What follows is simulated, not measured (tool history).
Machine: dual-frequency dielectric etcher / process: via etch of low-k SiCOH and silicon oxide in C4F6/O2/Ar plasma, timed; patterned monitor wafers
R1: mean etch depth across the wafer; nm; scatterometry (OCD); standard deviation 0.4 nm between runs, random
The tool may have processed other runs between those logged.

Run 1, hour 0.0: source power (W) 270, bias power (W) 164, etch time (s) 71. Result: R1 172.84 nm.
Run 2, hour 5.0: source power (W) 250, bias power (W) 162, etch time (s) 71. Result: R1 166.75 nm.
Run 3, hour 12.1: source power (W) 250, bias power (W) 162, etch time (s) 71. Result: R1 165.93 nm.
Run 4, hour 13.5: source power (W) 250, bias power (W) 162, etch time (s) 74. Result: R1 173.41 nm.
Run 5, hour 18.7: source power (W) 270, bias power (W) 162, etch time (s) 74. Result: R1 179.52 nm.
Run 6, hour 25.6: source power (W) 250, bias power (W) 160, etch time (s) 74. Result: R1 172.64 nm.
At hour 26.6: bias power generator calibrated.
Run 7, hour 26.6: source power (W) 240, bias power (W) 159, etch time (s) 74. Result: R1 167.79 nm.

Run 8 is up next; what results do you expect?
Run 8, hour 31.1: source power (W) 230, bias power (W) 158, etch time (s) 74. Result: R1 ?.

{"run 8": {"R1": 164.11}}

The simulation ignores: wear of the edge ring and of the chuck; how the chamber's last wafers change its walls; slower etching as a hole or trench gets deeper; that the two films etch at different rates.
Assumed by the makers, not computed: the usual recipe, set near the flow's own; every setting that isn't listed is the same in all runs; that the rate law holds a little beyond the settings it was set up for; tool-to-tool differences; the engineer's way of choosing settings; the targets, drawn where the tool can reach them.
